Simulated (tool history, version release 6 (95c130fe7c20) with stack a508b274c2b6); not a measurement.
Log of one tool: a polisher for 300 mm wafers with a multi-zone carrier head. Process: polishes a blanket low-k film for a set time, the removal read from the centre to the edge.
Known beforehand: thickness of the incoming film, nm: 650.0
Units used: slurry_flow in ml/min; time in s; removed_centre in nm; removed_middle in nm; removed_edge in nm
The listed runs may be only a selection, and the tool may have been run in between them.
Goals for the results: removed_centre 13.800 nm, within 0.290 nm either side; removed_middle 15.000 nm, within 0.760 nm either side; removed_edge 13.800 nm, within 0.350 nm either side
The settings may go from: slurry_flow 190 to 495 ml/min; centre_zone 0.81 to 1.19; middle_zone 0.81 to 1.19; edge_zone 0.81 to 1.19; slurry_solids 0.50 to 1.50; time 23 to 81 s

run	day	slurry_flow	centre_zone	middle_zone	edge_zone	slurry_solids	time	removed_centre	removed_middle	removed_edge
1	0.000	320	1.00	1.00	1.00	1.00	52	12.706	12.752	12.672
2	0.104	320	1.00	1.00	0.92	1.00	52	12.640	12.747	12.216
3	0.388	320	1.00	1.00	0.92	0.85	52	11.792	11.739	11.344
4	0.479	370	1.00	1.00	0.92	0.85	52	11.857	12.193	11.614
5	0.638	400	1.02	1.03	0.97	0.90	52	12.278	12.218	12.282
6	0.892	395	1.02	1.06	0.96	1.00	52	12.920	13.041	12.496
7	1.221	400	1.01	1.08	0.97	1.05	52	13.127	13.937	12.994
8	1.558	405	1.01	1.10	0.99	1.05	52	13.097	13.962	12.787
9	1.888	415	1.01	1.11	1.01	1.10	52	13.571	14.247	13.646
10	2.071	415	1.01	1.12	1.01	1.10	52	13.429	14.315	13.587
11	2.262	415	1.01	1.13	1.01	1.10	52	13.316	14.285	13.312
12	2.538	420	1.01	1.14	1.01	1.10	52	13.446	14.339	13.476
13	2.796	425	1.01	1.15	1.01	1.10	52	13.442	14.891	13.527
14	2.888	430	1.01	1.15	1.02	1.10	52	13.394	14.768	13.582

Which of these 5 next moves meets every target?
A	2.979	480	0.95	1.19	0.96	1.15	53	?	?	?
B	2.979	495	1.00	1.10	1.10	1.05	52	?	?	?
C	2.979	450	0.98	1.10	1.01	1.05	57	?	?	?
D	2.979	450	0.96	1.12	1.07	1.20	50	?	?	?
E	2.979	395	0.94	1.07	0.90	1.10	57	?	?	?

move	removed_centre	removed_middle	removed_edge
A	13.292	15.671	13.714
B	13.132	13.950	13.886
C	14.079	15.224	14.538
D	12.815	14.296	13.849
E	13.755	15.100	13.970
A: misses by more than the last run did
B: misses by more than the last run did
C: gets the furthest-off result to its target, but another result is out of tolerance
D: misses by more than the last run did
E: in spec on every target
So the answer is move E, the one that meets all the targets.
